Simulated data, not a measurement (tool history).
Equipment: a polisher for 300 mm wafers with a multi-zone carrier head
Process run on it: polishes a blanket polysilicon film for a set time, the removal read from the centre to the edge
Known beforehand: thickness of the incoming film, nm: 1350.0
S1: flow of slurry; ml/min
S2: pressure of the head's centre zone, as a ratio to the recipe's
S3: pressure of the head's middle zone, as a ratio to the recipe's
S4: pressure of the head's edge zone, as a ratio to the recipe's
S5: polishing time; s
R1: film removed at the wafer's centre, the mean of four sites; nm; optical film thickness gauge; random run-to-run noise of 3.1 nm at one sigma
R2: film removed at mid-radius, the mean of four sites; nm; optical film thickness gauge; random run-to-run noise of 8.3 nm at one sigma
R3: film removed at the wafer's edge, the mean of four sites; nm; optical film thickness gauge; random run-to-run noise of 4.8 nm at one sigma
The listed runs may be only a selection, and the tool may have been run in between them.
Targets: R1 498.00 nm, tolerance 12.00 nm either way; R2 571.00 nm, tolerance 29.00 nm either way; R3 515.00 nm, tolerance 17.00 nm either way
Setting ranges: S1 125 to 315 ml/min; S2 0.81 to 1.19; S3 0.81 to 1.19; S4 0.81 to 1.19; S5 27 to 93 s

| run | hour | S1 | S2 | S3 | S4 | S5 | R1 | R2 | R3 |
|---|---|---|---|---|---|---|---|---|---|
| 1 | 0.0 | 205 | 1.00 | 1.00 | 1.00 | 59 | 439.49 | 437.57 | 436.64 |
| 2 | 4.6 | 205 | 1.00 | 0.97 | 1.00 | 59 | 436.63 | 438.32 | 443.22 |
| 3 | 7.8 | 205 | 1.00 | 0.97 | 1.00 | 48 | 352.12 | 351.48 | 355.04 |
| 4 | 12.2 | 165 | 1.00 | 0.97 | 1.00 | 48 | 342.00 | 346.16 | 352.89 |
| 5 | 17.9 | 165 | 1.00 | 0.97 | 1.06 | 48 | 348.33 | 341.83 | 364.76 |
| 6 | 18.6 | 165 | 1.03 | 0.97 | 1.06 | 48 | 357.14 | 337.56 | 363.10 |
| 7 | 21.4 | 170 | 1.02 | 1.00 | 1.06 | 51 | 375.60 | 369.42 | 381.19 |
| 8 | 26.1 | 175 | 1.01 | 1.02 | 1.07 | 54 | 396.21 | 399.00 | 405.90 |
| 9 | 30.6 | 180 | 1.00 | 1.04 | 1.08 | 56 | 407.20 | 434.24 | 426.08 |
| 10 | 36.6 | 190 | 1.00 | 1.06 | 1.10 | 57 | 415.34 | 445.22 | 440.20 |
| 11 | 39.7 | 200 | 1.01 | 1.08 | 1.11 | 58 | 432.45 | 462.01 | 450.51 |
| 12 | 47.9 | 210 | 1.01 | 1.10 | 1.12 | 59 | 438.17 | 473.88 | 461.58 |
| 13 | 56.1 | 210 | 1.01 | 1.11 | 1.12 | 60 | 448.72 | 492.87 | 466.92 |
| 14 | 61.3 | 215 | 1.01 | 1.12 | 1.13 | 61 | 459.56 | 504.51 | 474.85 |
| 15 | 68.9 | 220 | 1.01 | 1.13 | 1.14 | 62 | 465.99 | 519.11 | 497.25 |

Exactly one of the 4 candidate moves below puts every result within its allowed miss. Which one?
| A | 76.5 | 220 | 1.09 | 0.97 | 1.18 | 64 | ? | ? | ? |
| B | 76.5 | 165 | 1.08 | 1.07 | 1.11 | 65 | ? | ? | ? |
| C | 76.5 | 135 | 1.01 | 1.16 | 1.05 | 70 | ? | ? | ? |
| D | 76.5 | 280 | 0.94 | 1.16 | 1.06 | 62 | ? | ? | ? |

| move | R1 | R2 | R3 |
|---|---|---|---|
| A | 522.32 | 469.49 | 520.37 |
| B | 509.09 | 503.29 | 500.53 |
| C | 500.32 | 568.57 | 515.34 |
| D | 447.23 | 541.96 | 483.95 |
A: moves the result that the last run missed by most past its target, out the other side
B: gets the furthest-off result to its target, but another result is out of tolerance
C: all results in spec
D: lands further from the targets than the last run did
Go with C: it meets all targets.
